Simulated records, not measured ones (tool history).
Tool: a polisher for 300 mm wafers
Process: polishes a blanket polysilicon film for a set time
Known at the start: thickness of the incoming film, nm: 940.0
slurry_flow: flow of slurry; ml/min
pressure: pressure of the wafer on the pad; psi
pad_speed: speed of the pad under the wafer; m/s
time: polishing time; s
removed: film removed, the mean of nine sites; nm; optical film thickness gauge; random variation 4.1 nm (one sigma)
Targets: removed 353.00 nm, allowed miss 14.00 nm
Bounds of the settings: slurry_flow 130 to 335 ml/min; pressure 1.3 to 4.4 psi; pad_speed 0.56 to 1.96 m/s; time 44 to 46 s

| run | hour | slurry_flow | pressure | pad_speed | time | removed |
|---|---|---|---|---|---|---|
| 1 | 0.0 | 215 | 2.8 | 1.26 | 44 | 529.98 |
| 2 | 6.9 | 215 | 2.6 | 1.26 | 44 | 500.11 |
| 3 | 7.9 | 215 | 2.4 | 1.26 | 44 | 459.97 |
| 4 | 11.7 | 215 | 2.3 | 1.26 | 44 | 450.64 |
| 5 | 13.6 | 215 | 2.2 | 1.26 | 44 | 431.21 |
| 6 | 17.3 | 215 | 2.2 | 1.26 | 44 | 440.12 |
| 7 | 23.7 | 215 | 2.1 | 1.26 | 44 | 415.41 |
| 8 | 25.2 | 215 | 2.1 | 1.26 | 44 | 418.65 |
| 9 | 26.8 | 215 | 2.0 | 1.26 | 44 | 398.64 |
| 10 | 28.7 | 215 | 1.9 | 1.26 | 44 | 384.21 |
| 11 | 35.4 | 215 | 1.8 | 1.26 | 44 | 378.66 |

Which of these 4 next moves meets every target?
| A | 42.1 | 250 | 2.4 | 1.04 | 44 | ? |
| B | 42.1 | 220 | 1.8 | 1.22 | 46 | ? |
| C | 42.1 | 175 | 2.3 | 1.02 | 44 | ? |
| D | 42.1 | 150 | 1.9 | 1.30 | 46 | ? |

| move | removed |
|---|---|
| A | 394.08 |
| B | 377.83 |
| C | 356.19 |
| D | 394.39 |
A: further off than the last run
B: as far off as the last run
C: meets every target
D: further off than the last run
The right move is C.
